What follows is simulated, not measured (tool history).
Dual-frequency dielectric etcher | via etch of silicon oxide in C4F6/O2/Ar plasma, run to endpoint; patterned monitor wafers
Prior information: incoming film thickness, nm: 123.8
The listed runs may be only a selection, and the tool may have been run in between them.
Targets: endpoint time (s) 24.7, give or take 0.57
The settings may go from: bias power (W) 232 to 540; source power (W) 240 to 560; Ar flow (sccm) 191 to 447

Run 1, day 0: bias power (W) 386, source power (W) 400, Ar flow (sccm) 319. Result: endpoint time (s) 27.735.
Run 2, day 0.092: bias power (W) 399, source power (W) 400, Ar flow (sccm) 318. Result: endpoint time (s) 27.736.
Run 3, day 0.333: bias power (W) 399, source power (W) 400, Ar flow (sccm) 292. Result: endpoint time (s) 26.919.
Run 4, day 0.688: bias power (W) 399, source power (W) 400, Ar flow (sccm) 258. Result: endpoint time (s) 26.76.
At day 0.825: bias power generator calibrated.
Run 5, day 0.825: bias power (W) 408, source power (W) 400, Ar flow (sccm) 257. Result: endpoint time (s) 26.442.
Run 6, day 1.146: bias power (W) 408, source power (W) 400, Ar flow (sccm) 217. Result: endpoint time (s) 25.71.
Run 7, day 1.258: bias power (W) 412, source power (W) 400, Ar flow (sccm) 217. Result: endpoint time (s) 25.949.
Run 8, day 1.588: bias power (W) 418, source power (W) 400, Ar flow (sccm) 217. Result: endpoint time (s) 25.547.
Run 9, day 1.812: bias power (W) 422, source power (W) 400, Ar flow (sccm) 217. Result: endpoint time (s) 25.292.
Run 10, day 2.129: bias power (W) 424, source power (W) 400, Ar flow (sccm) 217. Result: endpoint time (s) 25.819.
Run 11, day 2.35: bias power (W) 427, source power (W) 400, Ar flow (sccm) 216. Result: endpoint time (s) 25.535.

Which one of the following 4 next-run settings gets every result inside its allowed miss? There is exactly one.
Run A, day 2.571: bias power (W) 482, source power (W) 430, Ar flow (sccm) 195. Result: endpoint time (s) ?.
Run B, day 2.571: bias power (W) 431, source power (W) 470, Ar flow (sccm) 211. Result: endpoint time (s) ?.
Run C, day 2.571: bias power (W) 437, source power (W) 460, Ar flow (sccm) 197. Result: endpoint time (s) ?.
Run D, day 2.571: bias power (W) 431, source power (W) 420, Ar flow (sccm) 194. Result: endpoint time (s) ?.

move  endpoint time (s)
   A             23.068
   B             23.582
   C             23.461
   D             24.418
A: takes the result that was furthest off past its target
B: takes the result that was furthest off past its target
C: takes the result that was furthest off past its target
D: all results in spec
The right move is D.
